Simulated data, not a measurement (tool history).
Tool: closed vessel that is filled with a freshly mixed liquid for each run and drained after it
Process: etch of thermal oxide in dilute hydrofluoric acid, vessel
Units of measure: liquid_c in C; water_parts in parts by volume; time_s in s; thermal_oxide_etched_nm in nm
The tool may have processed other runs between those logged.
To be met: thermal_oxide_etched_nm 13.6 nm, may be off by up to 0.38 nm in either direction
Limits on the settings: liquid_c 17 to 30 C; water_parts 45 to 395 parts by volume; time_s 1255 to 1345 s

| run | hour | liquid_c | water_parts | time_s | thermal_oxide_etched_nm |
|---|---|---|---|---|---|
| 1 | 0 | 22 | 220 | 1255 | 20.086 |
| 2 | 3.5 | 20.5 | 235 | 1255 | 17.713 |
| 3 | 5.6 | 19 | 235 | 1255 | 16.713 |
| 4 | 14 | 18.5 | 245 | 1255 | 15.455 |
| 5 | 16.9 | 22 | 245 | 1255 | 17.494 |
| 6 | 26.3 | 20.5 | 250 | 1255 | 16.334 |
| 7 | 30.1 | 20.5 | 250 | 1255 | 16.429 |
| 8 | 33.7 | 19.5 | 255 | 1255 | 15.541 |
| 9 | 41.1 | 18.5 | 260 | 1255 | 14.299 |
| 10 | 43.8 | 18 | 260 | 1255 | 14.225 |

Which single option among these 4 for the next run brings every result within its allowed miss of target? Just one does.
| A | 46.5 | 19 | 285 | 1290 | ? |
| B | 46.5 | 19 | 295 | 1260 | ? |
| C | 46.5 | 17 | 280 | 1320 | ? |
| D | 46.5 | 17 | 275 | 1255 | ? |

| move | thermal_oxide_etched_nm |
|---|---|
| A | 13.341 |
| B | 12.478 |
| C | 12.94 |
| D | 12.58 |
A: every result within its allowed miss
B: carries the result that was furthest off beyond its target, to the other side
C: carries the result that was furthest off beyond its target, to the other side
D: carries the result that was furthest off beyond its target, to the other side
The right move is A.

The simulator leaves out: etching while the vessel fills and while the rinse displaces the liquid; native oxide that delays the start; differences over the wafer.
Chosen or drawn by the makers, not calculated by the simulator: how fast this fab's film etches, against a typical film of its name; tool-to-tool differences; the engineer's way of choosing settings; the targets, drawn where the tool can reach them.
